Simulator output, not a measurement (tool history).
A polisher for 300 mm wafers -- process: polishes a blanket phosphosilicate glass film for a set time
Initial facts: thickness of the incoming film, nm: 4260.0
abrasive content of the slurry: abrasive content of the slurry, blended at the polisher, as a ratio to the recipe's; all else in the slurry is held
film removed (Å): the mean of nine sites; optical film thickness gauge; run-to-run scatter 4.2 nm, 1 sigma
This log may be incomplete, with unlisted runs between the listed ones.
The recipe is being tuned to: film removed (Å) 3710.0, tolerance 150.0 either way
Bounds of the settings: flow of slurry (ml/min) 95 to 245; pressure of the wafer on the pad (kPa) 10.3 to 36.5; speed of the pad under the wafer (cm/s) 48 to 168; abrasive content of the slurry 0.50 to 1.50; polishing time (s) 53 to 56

run,hour,flow of slurry (ml/min),pressure of the wafer on the pad (kPa),speed of the pad under the wafer (cm/s),abrasive content of the slurry,polishing time (s),film removed (Å)
1,0.0,155,23.4,108,1.00,53,5149.6
2,2.9,175,23.4,108,1.00,53,5243.4
3,9.6,175,22.1,108,1.00,53,5022.4
4,17.6,170,20.7,108,1.00,53,4643.0
5,22.0,170,20.7,108,0.80,53,4185.9
6,29.6,170,25.5,108,0.80,53,5127.4
7,30.6,170,24.1,108,0.80,53,4810.8
8,34.7,170,23.4,108,0.80,53,4727.8
9,40.2,170,22.8,108,0.80,53,4538.0
10,49.1,170,22.1,108,0.80,53,4369.5
11,53.0,165,21.4,108,0.80,53,4213.6
12,61.7,160,21.4,108,0.80,53,4245.1
13,66.0,160,20.7,108,0.80,53,4145.0
14,72.9,160,20.0,108,0.80,53,3980.4

Pick the move, out of 5, that brings all results within their allowed miss; only one does.
A,79.8,150,22.8,102,0.85,55,?
B,79.8,145,21.4,82,0.85,56,?
C,79.8,190,20.0,98,0.85,55,?
D,79.8,150,19.3,98,0.75,53,?
E,79.8,165,20.7,112,0.80,53,?

move,film removed (Å)
A,4574.2
B,3657.3
C,4068.2
D,3408.3
E,4270.3
A: the biggest miss grows against the last run
B: meets every target
C: the biggest miss grows against the last run
D: pushes the last run's worst result past its target
E: the biggest miss grows against the last run
So the answer is move B, the one that meets all the targets.
